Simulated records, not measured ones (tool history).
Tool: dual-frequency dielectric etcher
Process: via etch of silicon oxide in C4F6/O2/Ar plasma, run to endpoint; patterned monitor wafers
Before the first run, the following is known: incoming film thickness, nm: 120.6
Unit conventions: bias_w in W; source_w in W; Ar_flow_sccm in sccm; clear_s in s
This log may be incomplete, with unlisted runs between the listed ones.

{"run": 1, "hour": 0.0, "bias_w": 584, "source_w": 420, "Ar_flow_sccm": 314, "clear_s": 25.423}
{"run": 2, "hour": 0.8, "bias_w": 664, "source_w": 420, "Ar_flow_sccm": 314, "clear_s": 23.964}
{"run": 3, "hour": 4.0, "bias_w": 633, "source_w": 420, "Ar_flow_sccm": 315, "clear_s": 24.16}
{"run": 4, "hour": 9.9, "bias_w": 605, "source_w": 420, "Ar_flow_sccm": 316, "clear_s": 25.006}
{"run": 5, "hour": 13.1, "bias_w": 605, "source_w": 420, "Ar_flow_sccm": 365, "clear_s": 25.279}
{"run": 6, "hour": 21.7, "bias_w": 605, "source_w": 420, "Ar_flow_sccm": 391, "clear_s": 25.273}
{"run": 7, "hour": 24.2, "bias_w": 583, "source_w": 420, "Ar_flow_sccm": 391, "clear_s": 25.652}

For run 8, what comes out?
{"run": 8, "hour": 29.2, "bias_w": 583, "source_w": 420, "Ar_flow_sccm": 391, "clear_s": "?"}

clear_s: 25.939 s
